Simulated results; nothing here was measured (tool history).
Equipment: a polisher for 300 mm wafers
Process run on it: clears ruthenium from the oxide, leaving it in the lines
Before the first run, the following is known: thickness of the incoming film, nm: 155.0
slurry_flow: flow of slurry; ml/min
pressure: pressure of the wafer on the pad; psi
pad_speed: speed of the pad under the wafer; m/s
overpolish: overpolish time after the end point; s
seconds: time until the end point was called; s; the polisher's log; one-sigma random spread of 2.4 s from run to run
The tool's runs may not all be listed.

run 1 hour=0 | slurry_flow=240 pressure=2.7 pad_speed=0.98 overpolish=42 | seconds=102.21
run 2 hour=6.3 | slurry_flow=240 pressure=2.7 pad_speed=1.12 overpolish=42 | seconds=88.317
run 3 hour=13 | slurry_flow=240 pressure=2.3 pad_speed=1.08 overpolish=42 | seconds=109.57
run 4 hour=17.4 | slurry_flow=240 pressure=2.3 pad_speed=1.08 overpolish=42 | seconds=107.47
run 5 hour=24 | slurry_flow=240 pressure=2.6 pad_speed=1.08 overpolish=42 | seconds=95.242
run 6 hour=28.2 | slurry_flow=205 pressure=2.6 pad_speed=1.08 overpolish=42 | seconds=96.243
run 7 hour=29.9 | slurry_flow=205 pressure=2.2 pad_speed=1.06 overpolish=42 | seconds=117.51
run 8 hour=36.6 | slurry_flow=205 pressure=2 pad_speed=1.06 overpolish=42 | seconds=128.68

Run 9 has not been measured yet. What should we expect?
run 9 hour=39.6 | slurry_flow=205 pressure=1.4 pad_speed=1.04 overpolish=42 | seconds=?

{"run 9": {"seconds": 182.35}}

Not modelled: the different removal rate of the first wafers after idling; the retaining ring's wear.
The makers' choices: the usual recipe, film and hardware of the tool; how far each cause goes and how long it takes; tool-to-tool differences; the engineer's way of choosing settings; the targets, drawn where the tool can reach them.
